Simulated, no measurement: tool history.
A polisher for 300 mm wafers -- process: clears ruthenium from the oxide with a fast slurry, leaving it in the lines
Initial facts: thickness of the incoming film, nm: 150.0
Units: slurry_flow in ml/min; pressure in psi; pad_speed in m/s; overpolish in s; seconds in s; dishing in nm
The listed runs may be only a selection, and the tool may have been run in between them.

| run | hour | slurry_flow | pressure | pad_speed | slurry_solids | overpolish | seconds | dishing |
|---|---|---|---|---|---|---|---|---|
| 1 | 0 | 270 | 2.7 | 1.12 | 1 | 22 | 42.689 | 31.466 |
| 2 | 2.6 | 300 | 2.7 | 1.12 | 1 | 22 | 41.767 | 31.991 |
| 3 | 9.3 | 300 | 2.7 | 0.96 | 1 | 22 | 48.938 | 30.268 |
| 4 | 17.1 | 300 | 2.7 | 0.96 | 0.85 | 22 | 51.842 | 28.249 |
| 5 | 20.5 | 300 | 2.7 | 0.82 | 0.85 | 22 | 61.339 | 26.956 |
| 6 | 25.9 | 300 | 2.7 | 0.82 | 0.75 | 22 | 63.412 | 25.799 |
| 7 | 30 | 300 | 2.9 | 0.86 | 0.7 | 20 | 58.344 | 25.536 |

Run 8, settings as shown, results not yet in. Your forecast:
| 8 | 38.5 | 300 | 3.1 | 0.9 | 0.65 | 18 | ? | ? |

{"run 8": {"seconds": 53.752, "dishing": 24.723}}
